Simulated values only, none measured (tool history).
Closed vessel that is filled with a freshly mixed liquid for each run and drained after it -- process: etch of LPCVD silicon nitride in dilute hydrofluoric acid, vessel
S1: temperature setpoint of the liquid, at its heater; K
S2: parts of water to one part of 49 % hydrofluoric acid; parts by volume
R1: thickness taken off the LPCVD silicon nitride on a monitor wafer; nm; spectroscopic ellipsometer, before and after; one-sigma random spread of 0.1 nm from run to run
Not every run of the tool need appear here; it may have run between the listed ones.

Run 1, day 0: S1 298.15 K, S2 40 parts by volume, time in the liquid (s) 945. Result: R1 11.57 nm.
Run 2, day 0.338: S1 298.15 K, S2 45 parts by volume, time in the liquid (s) 945. Result: R1 10.331 nm.
Run 3, day 0.662: S1 296.65 K, S2 45 parts by volume, time in the liquid (s) 945. Result: R1 9.4978 nm.
Run 4, day 0.917: S1 296.65 K, S2 45 parts by volume, time in the liquid (s) 1005. Result: R1 9.9209 nm.
Run 5, day 1.204: S1 296.65 K, S2 45 parts by volume, time in the liquid (s) 1005. Result: R1 9.8358 nm.
Run 6, day 1.483: S1 296.65 K, S2 55 parts by volume, time in the liquid (s) 1005. Result: R1 8.0828 nm.
Run 7, day 1.554: S1 297.65 K, S2 55 parts by volume, time in the liquid (s) 1005. Result: R1 8.795 nm.
Run 8, day 1.883: S1 298.65 K, S2 55 parts by volume, time in the liquid (s) 1005. Result: R1 9.3201 nm.
Run 9, day 1.971: S1 299.65 K, S2 55 parts by volume, time in the liquid (s) 1005. Result: R1 9.9908 nm.
Run 10, day 2.283: S1 300.65 K, S2 55 parts by volume, time in the liquid (s) 1005. Result: R1 10.755 nm.
Run 11, day 2.617: S1 301.15 K, S2 55 parts by volume, time in the liquid (s) 1005. Result: R1 10.982 nm.
Run 12, day 2.942: S1 301.65 K, S2 55 parts by volume, time in the liquid (s) 1005. Result: R1 11.355 nm.

For run 13, what comes out?
Run 13, day 2.996: S1 302.15 K, S2 55 parts by volume, time in the liquid (s) 1005. Result: R1 ?.

{"run 13": {"R1": 11.658}}
